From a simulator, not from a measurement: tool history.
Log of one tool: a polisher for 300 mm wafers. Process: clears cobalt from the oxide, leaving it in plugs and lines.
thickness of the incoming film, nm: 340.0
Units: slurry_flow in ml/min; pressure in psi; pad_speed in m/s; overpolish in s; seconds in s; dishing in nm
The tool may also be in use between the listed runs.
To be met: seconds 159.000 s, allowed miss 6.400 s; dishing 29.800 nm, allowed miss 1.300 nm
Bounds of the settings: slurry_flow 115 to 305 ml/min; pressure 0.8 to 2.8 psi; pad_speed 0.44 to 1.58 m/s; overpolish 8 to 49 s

Run 1, day 0.000: slurry_flow 195 ml/min, pressure 1.8 psi, pad_speed 1.00 m/s, overpolish 25 s. Result: seconds 79.919 s, dishing 57.870 nm.
Run 2, day 0.108: slurry_flow 235 ml/min, pressure 1.8 psi, pad_speed 1.00 m/s, overpolish 25 s. Result: seconds 78.387 s, dishing 58.630 nm.
Run 3, day 0.442: slurry_flow 235 ml/min, pressure 1.5 psi, pad_speed 0.94 m/s, overpolish 22 s. Result: seconds 99.245 s, dishing 45.236 nm.
Run 4, day 0.762: slurry_flow 235 ml/min, pressure 1.3 psi, pad_speed 0.92 m/s, overpolish 21 s. Result: seconds 114.090 s, dishing 38.981 nm.
Run 5, day 1.033: slurry_flow 235 ml/min, pressure 1.7 psi, pad_speed 0.92 m/s, overpolish 21 s. Result: seconds 90.580 s, dishing 46.968 nm.
Run 6, day 1.179: slurry_flow 235 ml/min, pressure 1.7 psi, pad_speed 0.92 m/s, overpolish 17 s. Result: seconds 91.353 s, dishing 40.462 nm.
Run 7, day 1.521: slurry_flow 235 ml/min, pressure 1.4 psi, pad_speed 0.90 m/s, overpolish 18 s. Result: seconds 110.290 s, dishing 35.281 nm.
Run 8, day 1.546: slurry_flow 215 ml/min, pressure 0.9 psi, pad_speed 0.86 m/s, overpolish 24 s. Result: seconds 178.700 s, dishing 31.859 nm.
Run 9, day 1.858: slurry_flow 230 ml/min, pressure 0.9 psi, pad_speed 0.86 m/s, overpolish 23 s. Result: seconds 178.140 s, dishing 31.217 nm.
Run 10, day 1.979: slurry_flow 235 ml/min, pressure 0.9 psi, pad_speed 0.86 m/s, overpolish 22 s. Result: seconds 177.200 s, dishing 29.356 nm.
Run 11, day 2.296: slurry_flow 240 ml/min, pressure 0.9 psi, pad_speed 0.86 m/s, overpolish 21 s. Result: seconds 175.850 s, dishing 28.784 nm.

5 next moves are on the table. One of them brings every result within its allowed miss. Which?
Run A, day 2.612: slurry_flow 255 ml/min, pressure 0.8 psi, pad_speed 0.86 m/s, overpolish 27 s. Result: seconds ?, dishing ?.
Run B, day 2.612: slurry_flow 225 ml/min, pressure 1.0 psi, pad_speed 0.74 m/s, overpolish 24 s. Result: seconds ?, dishing ?.
Run C, day 2.612: slurry_flow 305 ml/min, pressure 1.0 psi, pad_speed 0.74 m/s, overpolish 22 s. Result: seconds ?, dishing ?.
Run D, day 2.612: slurry_flow 305 ml/min, pressure 1.1 psi, pad_speed 0.76 m/s, overpolish 20 s. Result: seconds ?, dishing ?.
Run E, day 2.612: slurry_flow 245 ml/min, pressure 0.9 psi, pad_speed 0.80 m/s, overpolish 24 s. Result: seconds ?, dishing ?.

move  seconds  dishing
   A  191.990   32.266
   B  181.580   30.660
   C  177.490   29.077
   D  158.030   29.560
   E  184.870   30.215
A: further off than the last run
B: further off than the last run
C: further off than the last run
D: meets every target
E: further off than the last run
Move D is the one to make.
